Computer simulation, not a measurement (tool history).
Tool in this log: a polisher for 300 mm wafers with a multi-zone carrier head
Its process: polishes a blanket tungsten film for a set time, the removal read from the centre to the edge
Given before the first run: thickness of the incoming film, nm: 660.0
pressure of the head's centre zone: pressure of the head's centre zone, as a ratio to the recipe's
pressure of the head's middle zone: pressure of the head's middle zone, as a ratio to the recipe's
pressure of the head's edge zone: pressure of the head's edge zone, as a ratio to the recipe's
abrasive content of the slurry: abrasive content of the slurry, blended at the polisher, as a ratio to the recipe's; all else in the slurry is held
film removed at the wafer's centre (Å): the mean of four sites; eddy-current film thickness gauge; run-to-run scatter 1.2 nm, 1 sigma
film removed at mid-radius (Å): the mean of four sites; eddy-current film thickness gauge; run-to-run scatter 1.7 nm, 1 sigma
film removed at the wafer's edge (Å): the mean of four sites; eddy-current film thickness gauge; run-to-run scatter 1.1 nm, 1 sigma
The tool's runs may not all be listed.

run	day	flow of slurry (ml/min)	pressure of the head's centre zone	pressure of the head's middle zone	pressure of the head's edge zone	abrasive content of the slurry	polishing time (s)	film removed at the wafer's centre (Å)	film removed at mid-radius (Å)	film removed at the wafer's edge (Å)
1	0	315	1	1	1	1	68	2229.5	2195.3	2224.4
2	0.042	315	1	1.07	1	1	68	2284.3	2364.4	2260.9
3	0.096	320	1	1.04	0.96	0.85	60	1873.2	1887.6	1819.5
4	0.271	325	1	1.02	0.93	0.75	57	1709.7	1692.9	1631
5	0.408	330	0.99	1.01	0.9	0.7	55	1589	1646.2	1500.4
6	0.708	325	0.99	0.96	0.88	0.65	54	1548.2	1465.6	1449
7	1.033	325	0.98	0.96	0.86	0.6	53	1467.2	1409.1	1373.6
8	1.204	325	0.98	0.96	0.85	0.55	52	1373.7	1337.3	1303.4
9	1.458	320	0.98	0.96	0.84	0.55	52	1366	1353.9	1296.3
10	1.808	315	0.99	0.95	0.83	0.55	52	1386.8	1307.9	1285.1
11	2.133	310	0.99	0.95	0.82	0.55	52	1383.3	1312	1276
12	2.429	305	0.99	0.95	0.82	0.55	52	1396.5	1298.5	1286.3
13	2.704	305	0.98	0.98	0.81	0.5	50	1260.6	1235.2	1191.3
14	3.042	315	0.99	0.98	0.82	0.5	50	1304.6	1254.6	1163

Predict the results of run 15:
15	3.258	320	0.99	0.97	0.83	0.5	50	?	?	?

film removed at the wafer's centre (Å): 1303.9
film removed at mid-radius (Å): 1264.5
film removed at the wafer's edge (Å): 1186.9
